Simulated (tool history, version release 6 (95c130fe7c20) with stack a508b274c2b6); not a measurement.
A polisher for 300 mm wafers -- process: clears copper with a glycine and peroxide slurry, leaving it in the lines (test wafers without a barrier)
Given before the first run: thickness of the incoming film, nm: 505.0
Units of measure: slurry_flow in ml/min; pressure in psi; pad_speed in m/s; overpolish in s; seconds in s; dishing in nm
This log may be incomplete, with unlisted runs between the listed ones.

{"run": 1, "hour": 0.0, "slurry_flow": 225, "pressure": 3.2, "pad_speed": 0.76, "overpolish": 21, "seconds": 108.34, "dishing": 73.259}
{"run": 2, "hour": 2.6, "slurry_flow": 250, "pressure": 3.2, "pad_speed": 0.76, "overpolish": 21, "seconds": 106.95, "dishing": 74.923}
{"run": 3, "hour": 5.4, "slurry_flow": 250, "pressure": 3.2, "pad_speed": 0.84, "overpolish": 21, "seconds": 103.26, "dishing": 76.073}
{"run": 4, "hour": 11.9, "slurry_flow": 250, "pressure": 3.2, "pad_speed": 0.92, "overpolish": 21, "seconds": 93.493, "dishing": 79.162}
{"run": 5, "hour": 20.2, "slurry_flow": 250, "pressure": 4.0, "pad_speed": 0.92, "overpolish": 21, "seconds": 78.881, "dishing": 96.044}
{"run": 6, "hour": 25.4, "slurry_flow": 250, "pressure": 3.6, "pad_speed": 0.92, "overpolish": 21, "seconds": 86.134, "dishing": 87.425}
{"run": 7, "hour": 31.0, "slurry_flow": 250, "pressure": 3.2, "pad_speed": 0.9, "overpolish": 19, "seconds": 99.236, "dishing": 74.191}
{"run": 8, "hour": 34.3, "slurry_flow": 250, "pressure": 3.0, "pad_speed": 0.9, "overpolish": 16, "seconds": 104.02, "dishing": 60.673}

Predict the results of run 9:
{"run": 9, "hour": 39.5, "slurry_flow": 250, "pressure": 2.8, "pad_speed": 0.9, "overpolish": 15, "seconds": "?", "dishing": "?"}

Run 9 gave seconds 107.530 s, dishing 55.969 nm.
